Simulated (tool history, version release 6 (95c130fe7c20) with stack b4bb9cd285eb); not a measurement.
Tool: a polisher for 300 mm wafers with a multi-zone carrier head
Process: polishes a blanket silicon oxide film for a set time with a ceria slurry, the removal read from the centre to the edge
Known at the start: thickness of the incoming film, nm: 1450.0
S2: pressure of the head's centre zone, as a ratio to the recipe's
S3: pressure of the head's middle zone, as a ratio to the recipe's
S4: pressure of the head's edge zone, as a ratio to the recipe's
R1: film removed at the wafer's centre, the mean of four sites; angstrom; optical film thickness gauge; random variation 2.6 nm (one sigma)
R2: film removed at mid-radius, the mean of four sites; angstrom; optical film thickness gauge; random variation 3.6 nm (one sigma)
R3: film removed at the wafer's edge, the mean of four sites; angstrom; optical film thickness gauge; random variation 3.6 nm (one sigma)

Run 1, hour 0.0: flow of slurry (ml/min) 320, S2 1.00, S3 1.00, S4 1.00, polishing time (s) 57. Result: R1 2952.1 angstrom, R2 2953.6 angstrom, R3 2996.0 angstrom.
Run 2, hour 3.9: flow of slurry (ml/min) 320, S2 1.00, S3 1.00, S4 1.08, polishing time (s) 57. Result: R1 2962.2 angstrom, R2 2964.3 angstrom, R3 3084.4 angstrom.
Run 3, hour 5.6: flow of slurry (ml/min) 320, S2 1.00, S3 1.00, S4 1.08, polishing time (s) 69. Result: R1 3615.1 angstrom, R2 3616.5 angstrom, R3 3694.0 angstrom.
Run 4, hour 14.2: flow of slurry (ml/min) 320, S2 1.00, S3 1.00, S4 1.07, polishing time (s) 69. Result: R1 3630.7 angstrom, R2 3614.6 angstrom, R3 3682.8 angstrom.
Run 5, hour 20.3: flow of slurry (ml/min) 320, S2 0.99, S3 1.00, S4 1.06, polishing time (s) 69. Result: R1 3561.7 angstrom, R2 3601.1 angstrom, R3 3658.5 angstrom.
Run 6, hour 23.3: flow of slurry (ml/min) 320, S2 1.06, S3 1.00, S4 1.06, polishing time (s) 69. Result: R1 3777.9 angstrom, R2 3632.1 angstrom, R3 3674.8 angstrom.
Run 7, hour 24.6: flow of slurry (ml/min) 320, S2 1.05, S3 1.00, S4 1.05, polishing time (s) 69. Result: R1 3755.2 angstrom, R2 3667.1 angstrom, R3 3613.7 angstrom.
Run 8, hour 28.7: flow of slurry (ml/min) 315, S2 1.04, S3 1.00, S4 1.04, polishing time (s) 69. Result: R1 3747.3 angstrom, R2 3565.7 angstrom, R3 3571.4 angstrom.

Run 9 comes next. What will it give?
Run 9, hour 36.6: flow of slurry (ml/min) 310, S2 1.03, S3 1.00, S4 1.04, polishing time (s) 69. Result: R1 ?, R2 ?, R3 ?.

R1: 3644.9 angstrom
R2: 3650.5 angstrom
R3: 3649.7 angstrom

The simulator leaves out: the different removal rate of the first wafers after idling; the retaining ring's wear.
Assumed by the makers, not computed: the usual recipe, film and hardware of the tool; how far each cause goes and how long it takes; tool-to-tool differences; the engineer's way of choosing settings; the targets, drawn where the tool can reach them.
